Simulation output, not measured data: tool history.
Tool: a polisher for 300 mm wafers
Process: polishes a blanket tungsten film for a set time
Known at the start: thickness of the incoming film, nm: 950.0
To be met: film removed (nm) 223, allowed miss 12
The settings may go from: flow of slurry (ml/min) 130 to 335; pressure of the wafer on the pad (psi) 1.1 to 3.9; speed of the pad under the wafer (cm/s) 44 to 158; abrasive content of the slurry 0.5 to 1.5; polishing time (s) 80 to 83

run	hour	flow of slurry (ml/min)	pressure of the wafer on the pad (psi)	speed of the pad under the wafer (cm/s)	abrasive content of the slurry	polishing time (s)	film removed (nm)
1	0	215	2.5	100	1	80	303.63
2	1.1	215	2.5	126	1	80	386.73
3	2.5	215	2.3	126	1	80	353.15
4	3.8	215	2.3	126	0.85	80	356.3
5	6.7	215	2.1	126	0.85	80	321.98
6	8.5	215	1.8	126	0.85	80	273.73
7	13.2	215	1.7	126	0.85	80	267.66
8	14.2	215	1.6	126	0.85	80	256.15

5 next moves are on the table. One of them brings every result within its allowed miss. Which?
A	15.2	215	1.6	108	1	80	?
B	15.2	180	1.3	116	0.8	80	?
C	15.2	195	1.4	104	1	80	?
D	15.2	200	1.9	106	1.2	80	?
E	15.2	210	1.2	124	0.9	80	?

move	film removed (nm)
A	232.37
B	198.7
C	199.66
D	270.3
E	208.04
A: meets every target
B: takes the result that was furthest off past its target
C: takes the result that was furthest off past its target
D: further off than the last run
E: takes the result that was furthest off past its target
Move A is the one to make.

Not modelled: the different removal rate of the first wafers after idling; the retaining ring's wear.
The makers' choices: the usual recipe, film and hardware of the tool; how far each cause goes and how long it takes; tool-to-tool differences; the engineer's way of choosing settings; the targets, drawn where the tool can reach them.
